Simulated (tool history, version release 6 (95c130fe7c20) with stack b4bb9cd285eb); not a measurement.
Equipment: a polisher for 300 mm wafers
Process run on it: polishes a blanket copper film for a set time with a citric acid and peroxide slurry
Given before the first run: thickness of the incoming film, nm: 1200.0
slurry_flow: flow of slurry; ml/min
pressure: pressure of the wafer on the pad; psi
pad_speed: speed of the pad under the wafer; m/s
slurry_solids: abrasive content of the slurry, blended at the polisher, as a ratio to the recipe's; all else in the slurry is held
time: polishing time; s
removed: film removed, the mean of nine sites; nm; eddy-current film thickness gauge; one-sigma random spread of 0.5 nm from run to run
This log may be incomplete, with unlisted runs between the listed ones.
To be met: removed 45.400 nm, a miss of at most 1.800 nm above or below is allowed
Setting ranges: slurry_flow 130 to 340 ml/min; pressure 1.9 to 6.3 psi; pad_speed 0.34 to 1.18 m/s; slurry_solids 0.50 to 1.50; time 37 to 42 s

Run 1, day 0.000: slurry_flow 220 ml/min, pressure 4.1 psi, pad_speed 0.76 m/s, slurry_solids 1.00, time 42 s. Result: removed 112.060 nm.
Run 2, day 0.258: slurry_flow 220 ml/min, pressure 3.7 psi, pad_speed 0.70 m/s, slurry_solids 1.00, time 42 s. Result: removed 97.638 nm.
Run 3, day 0.475: slurry_flow 260 ml/min, pressure 3.7 psi, pad_speed 0.70 m/s, slurry_solids 1.00, time 42 s. Result: removed 97.046 nm.
Run 4, day 0.600: slurry_flow 260 ml/min, pressure 3.7 psi, pad_speed 0.64 m/s, slurry_solids 1.00, time 42 s. Result: removed 89.472 nm.
Run 5, day 0.842: slurry_flow 260 ml/min, pressure 3.7 psi, pad_speed 0.64 m/s, slurry_solids 0.90, time 42 s. Result: removed 87.638 nm.
Run 6, day 1.133: slurry_flow 260 ml/min, pressure 3.4 psi, pad_speed 0.60 m/s, slurry_solids 0.90, time 42 s. Result: removed 75.879 nm.
Run 7, day 1.279: slurry_flow 260 ml/min, pressure 3.1 psi, pad_speed 0.58 m/s, slurry_solids 0.90, time 42 s. Result: removed 67.152 nm.
Run 8, day 1.471: slurry_flow 260 ml/min, pressure 2.9 psi, pad_speed 0.58 m/s, slurry_solids 0.90, time 42 s. Result: removed 63.448 nm.
Run 9, day 1.733: slurry_flow 260 ml/min, pressure 2.7 psi, pad_speed 0.58 m/s, slurry_solids 0.90, time 42 s. Result: removed 59.237 nm.
Run 10, day 1.842: slurry_flow 260 ml/min, pressure 2.5 psi, pad_speed 0.58 m/s, slurry_solids 0.90, time 42 s. Result: removed 56.162 nm.
Run 11, day 1.954: slurry_flow 260 ml/min, pressure 2.4 psi, pad_speed 0.58 m/s, slurry_solids 0.90, time 42 s. Result: removed 52.981 nm.
Run 12, day 2.179: slurry_flow 260 ml/min, pressure 2.3 psi, pad_speed 0.58 m/s, slurry_solids 0.90, time 42 s. Result: removed 50.979 nm.
Run 13, day 2.442: slurry_flow 260 ml/min, pressure 2.2 psi, pad_speed 0.58 m/s, slurry_solids 0.90, time 42 s. Result: removed 49.878 nm.

Exercise: of the 4 proposed moves below, exactly one satisfies all targets within the stated allowed misses. Which move is it?
Run A, day 2.704: slurry_flow 265 ml/min, pressure 2.9 psi, pad_speed 0.38 m/s, slurry_solids 0.90, time 38 s. Result: removed ?.
Run B, day 2.704: slurry_flow 255 ml/min, pressure 2.3 psi, pad_speed 0.62 m/s, slurry_solids 1.00, time 39 s. Result: removed ?.
Run C, day 2.704: slurry_flow 245 ml/min, pressure 2.1 psi, pad_speed 0.56 m/s, slurry_solids 0.95, time 42 s. Result: removed ?.
Run D, day 2.704: slurry_flow 285 ml/min, pressure 2.9 psi, pad_speed 0.46 m/s, slurry_solids 0.75, time 42 s. Result: removed ?.

move  removed
   A   40.727
   B   51.760
   C   46.200
   D   50.609
A: the result that was furthest off in the last run now lies on the other side of its target
B: misses by more than the last run did
C: in spec on every target
D: misses by more than the last run did
The right move is C.

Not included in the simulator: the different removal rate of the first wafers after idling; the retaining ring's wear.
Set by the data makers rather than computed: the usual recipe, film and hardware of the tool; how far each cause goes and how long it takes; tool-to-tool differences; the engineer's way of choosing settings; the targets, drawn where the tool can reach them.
